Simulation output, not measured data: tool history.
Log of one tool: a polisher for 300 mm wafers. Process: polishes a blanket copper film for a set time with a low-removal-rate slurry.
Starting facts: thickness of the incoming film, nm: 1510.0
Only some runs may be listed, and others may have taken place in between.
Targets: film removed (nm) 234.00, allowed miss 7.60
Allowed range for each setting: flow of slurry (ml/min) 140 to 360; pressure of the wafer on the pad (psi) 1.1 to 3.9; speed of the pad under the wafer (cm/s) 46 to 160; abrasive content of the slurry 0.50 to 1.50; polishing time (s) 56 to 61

| run | hour | flow of slurry (ml/min) | pressure of the wafer on the pad (psi) | speed of the pad under the wafer (cm/s) | abrasive content of the slurry | polishing time (s) | film removed (nm) |
|---|---|---|---|---|---|---|---|
| 1 | 0.0 | 230 | 2.5 | 102 | 1.00 | 61 | 184.49 |
| 2 | 6.1 | 230 | 2.7 | 102 | 1.00 | 61 | 202.31 |
| 3 | 11.6 | 185 | 2.7 | 102 | 1.00 | 61 | 194.00 |
| 4 | 15.3 | 185 | 2.3 | 102 | 1.00 | 61 | 165.61 |
| 5 | 21.0 | 195 | 2.5 | 102 | 1.00 | 61 | 180.12 |
| 6 | 23.6 | 210 | 2.6 | 102 | 1.00 | 61 | 189.17 |
| 7 | 27.2 | 220 | 2.7 | 102 | 1.00 | 61 | 196.01 |
| 8 | 31.0 | 225 | 2.8 | 102 | 1.00 | 61 | 207.58 |

Of the 4 settings listed for the next run, only one would bring every result within its allowed miss of target. Which one?
| A | 34.8 | 170 | 2.7 | 94 | 0.85 | 61 | ? |
| B | 34.8 | 225 | 2.9 | 112 | 0.95 | 61 | ? |
| C | 34.8 | 220 | 2.9 | 112 | 1.10 | 56 | ? |
| D | 34.8 | 195 | 2.7 | 112 | 1.30 | 58 | ? |

| move | film removed (nm) |
|---|---|
| A | 171.44 |
| B | 229.14 |
| C | 215.29 |
| D | 211.56 |
A: misses by more than the last run did
B: hits every target within its allowed miss
C: nearer the targets than the last run, but a result is still out of spec
D: nearer the targets than the last run, but a result is still out of spec
Answer: B
